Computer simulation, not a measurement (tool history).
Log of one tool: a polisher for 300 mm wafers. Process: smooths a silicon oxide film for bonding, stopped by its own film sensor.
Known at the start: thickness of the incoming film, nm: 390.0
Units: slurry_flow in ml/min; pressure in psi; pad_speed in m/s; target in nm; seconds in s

run	hour	slurry_flow	pressure	pad_speed	slurry_solids	target	seconds
1	0	180	2.4	0.72	1	361	33.018
2	3	180	2.4	0.72	1.1	361	31.096
3	3.9	180	2.4	0.72	1.1	361	30.611
4	12.7	180	2.1	0.72	1.1	361	35.532
5	19	180	2.1	0.88	1.1	361	31.102
6	24.9	180	1.9	0.86	1.1	361	33.876
7	32.5	180	1.8	0.84	1.1	361	37.263
8	39.2	180	1.7	0.84	1.1	361	38.299
9	47.4	180	1.6	0.82	1.1	361	42.556

Run 10 comes next. What will it give?
10	48.2	180	1.5	0.82	1.1	361	?

seconds: 45.549 s
